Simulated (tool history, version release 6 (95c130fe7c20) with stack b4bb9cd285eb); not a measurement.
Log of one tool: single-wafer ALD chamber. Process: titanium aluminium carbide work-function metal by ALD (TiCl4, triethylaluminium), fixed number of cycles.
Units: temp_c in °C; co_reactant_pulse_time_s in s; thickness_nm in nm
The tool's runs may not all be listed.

run 1 hour=0.0 | temp_c=305 co_reactant_pulse_time_s=12.32 | thickness_nm=2.1806
run 2 hour=4.2 | temp_c=305 co_reactant_pulse_time_s=11.04 | thickness_nm=2.1746
run 3 hour=12.1 | temp_c=305 co_reactant_pulse_time_s=9.84 | thickness_nm=2.1575
run 4 hour=16.5 | temp_c=316 co_reactant_pulse_time_s=9.84 | thickness_nm=2.2318
run 5 hour=18.0 | temp_c=311 co_reactant_pulse_time_s=9.12 | thickness_nm=2.1707
run 6 hour=25.6 | temp_c=307 co_reactant_pulse_time_s=8.50 | thickness_nm=2.0995
run 7 hour=30.7 | temp_c=305 co_reactant_pulse_time_s=8.04 | thickness_nm=2.0748
run 8 hour=35.6 | temp_c=303 co_reactant_pulse_time_s=7.61 | thickness_nm=2.0242
run 9 hour=39.6 | temp_c=301 co_reactant_pulse_time_s=7.38 | thickness_nm=1.9953

The next listed run, before its measurement:
run 10 hour=46.7 | temp_c=300 co_reactant_pulse_time_s=7.20 | thickness_nm=?

Run 10 gave thickness_nm 1.9769 nm.
